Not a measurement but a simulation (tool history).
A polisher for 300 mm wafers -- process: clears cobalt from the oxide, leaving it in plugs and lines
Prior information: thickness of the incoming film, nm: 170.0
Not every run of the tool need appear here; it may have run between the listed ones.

| run | hour | flow of slurry (ml/min) | pressure of the wafer on the pad (psi) | speed of the pad under the wafer (m/s) | overpolish time after the end point (s) | time until the end point was called (s) | dishing of a wide line in a test structure (Å) |
|---|---|---|---|---|---|---|---|
| 1 | 0.0 | 140 | 1.3 | 0.76 | 14 | 58.168 | 352.64 |
| 2 | 6.9 | 140 | 1.6 | 0.76 | 14 | 48.456 | 399.65 |
| 3 | 11.5 | 140 | 1.4 | 0.74 | 15 | 57.481 | 393.70 |
| 4 | 13.1 | 140 | 1.7 | 0.74 | 15 | 46.472 | 449.32 |
| 5 | 17.0 | 140 | 1.6 | 0.74 | 15 | 49.383 | 443.95 |
| 6 | 26.0 | 140 | 1.4 | 0.72 | 15 | 58.537 | 377.38 |

Run 7 has not been measured yet. What should we expect?
| 7 | 29.1 | 140 | 1.2 | 0.72 | 15 | ? | ? |

time until the end point was called (s): 68.434
dishing of a wide line in a test structure (Å): 318.33
